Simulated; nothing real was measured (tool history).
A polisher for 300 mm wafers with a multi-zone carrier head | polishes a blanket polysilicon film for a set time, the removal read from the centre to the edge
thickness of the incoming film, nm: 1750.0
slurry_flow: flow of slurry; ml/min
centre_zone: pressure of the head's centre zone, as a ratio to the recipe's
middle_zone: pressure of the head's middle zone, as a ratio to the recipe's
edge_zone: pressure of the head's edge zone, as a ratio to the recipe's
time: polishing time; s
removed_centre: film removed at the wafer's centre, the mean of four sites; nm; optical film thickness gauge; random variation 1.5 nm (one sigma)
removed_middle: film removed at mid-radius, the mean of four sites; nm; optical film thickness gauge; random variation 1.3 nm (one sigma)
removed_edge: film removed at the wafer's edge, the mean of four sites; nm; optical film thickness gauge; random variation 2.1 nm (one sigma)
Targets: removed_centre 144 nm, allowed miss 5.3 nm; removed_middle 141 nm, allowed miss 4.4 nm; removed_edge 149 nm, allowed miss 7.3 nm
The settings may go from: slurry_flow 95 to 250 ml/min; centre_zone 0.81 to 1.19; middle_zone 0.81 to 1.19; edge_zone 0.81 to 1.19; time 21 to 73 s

run	hour	slurry_flow	centre_zone	middle_zone	edge_zone	time	removed_centre	removed_middle	removed_edge
1	0	160	1	1	1	47	209.59	231.64	252.33
2	2.7	130	1	1	1	47	201.67	224.09	238.43
3	7.5	125	1.01	0.99	0.98	44	193.4	203.34	216.93
4	11.1	125	0.95	0.99	0.98	44	177.4	202.62	213.52
5	12.8	125	1.03	0.99	0.98	44	190.67	204.44	220.87
6	17.3	125	1.03	1.07	0.98	44	191.97	220.68	215.14
7	25.8	120	1.03	1.05	0.96	42	181.34	205.38	203.14
# hour 26.4: centre zone pressure recalibrated
8	26.4	115	1.03	1.03	0.94	40	196.18	188.44	193.84
9	34.4	110	1	1.02	0.94	39	181.4	177	184.06
10	37.4	110	0.98	1.02	0.94	38	172.44	172.6	183.15
11	40.5	115	0.97	0.98	0.85	28	126.53	124.99	128.75
12	48.4	160	0.99	1.02	0.95	27	135.93	133.11	140.2
13	49.4	160	1	1.02	0.96	27	136.92	134.98	136.86
14	54	160	1	1.02	0.97	27	138.16	134.86	138.23
15	60.5	165	1	1.02	0.98	27	139.13	135.93	143.17
16	69.1	165	1	1.02	0.99	27	139.23	137.87	139.81
17	74.5	170	1	1.01	0.99	27	139.92	135.67	141.34
18	76.5	170	1	1.01	1	27	137.01	137.1	142.63

5 next moves are on the table. One of them brings every result within its allowed miss. Which?
A	78.5	205	0.96	0.97	0.97	28	?	?	?
B	78.5	170	1.13	1.02	1.03	26	?	?	?
C	78.5	180	0.93	0.99	1.02	27	?	?	?
D	78.5	130	1.01	1.15	0.91	28	?	?	?
E	78.5	195	0.97	1.13	1.08	25	?	?	?

move	removed_centre	removed_middle	removed_edge
A	142.71	140.9	148.06
B	150.93	132.23	137.43
C	130.25	135.4	143.29
D	136.14	149.04	135.33
E	127.82	142.13	136.76
A: meets every target
B: takes the result that was furthest off past its target
C: further off than the last run
D: further off than the last run
E: further off than the last run
Move A is the one to make.
